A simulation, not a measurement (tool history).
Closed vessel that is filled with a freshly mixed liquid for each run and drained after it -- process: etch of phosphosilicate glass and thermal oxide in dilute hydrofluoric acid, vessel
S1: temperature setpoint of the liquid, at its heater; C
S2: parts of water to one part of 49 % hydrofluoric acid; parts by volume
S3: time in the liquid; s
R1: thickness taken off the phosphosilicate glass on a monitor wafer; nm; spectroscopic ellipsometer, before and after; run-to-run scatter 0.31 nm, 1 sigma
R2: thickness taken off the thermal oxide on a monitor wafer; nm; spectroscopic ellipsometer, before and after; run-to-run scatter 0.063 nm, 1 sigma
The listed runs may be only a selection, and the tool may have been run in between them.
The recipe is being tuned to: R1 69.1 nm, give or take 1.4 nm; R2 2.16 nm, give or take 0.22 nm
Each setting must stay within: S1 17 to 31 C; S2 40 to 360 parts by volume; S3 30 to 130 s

run	hour	S1	S2	S3	R1	R2
1	0	23	200	65	41.276	1.2609
2	6.4	23	260	65	30.087	0.94371
3	14	23	260	50	23.146	0.74622
4	22.6	23	200	50	32.036	0.9635
5	28	23	130	50	52.737	1.7088
6	31.8	23	130	60	63.803	1.8563
7	36.9	23.5	130	60	64.662	1.9964
8	44.1	24	130	60	66.343	2.0331

Which single option among these 5 for the next run brings every result within its allowed miss of target? Just one does.
A	51.3	30.5	100	35	?	?
B	51.3	19.5	140	75	?	?
C	51.3	23	125	65	?	?
D	51.3	25	105	45	?	?
E	51.3	24	135	65	?	?

move	R1	R2
A	66.538	2.1391
B	63.347	2.0365
C	71.841	2.3096
D	65.593	2.1087
E	68.364	2.1978
A: nearer the targets than the last run, but a result is still out of spec
B: misses by more than the last run did
C: carries the result that was furthest off beyond its target, to the other side
D: misses by more than the last run did
E: every result lands within tolerance
The right move is E.
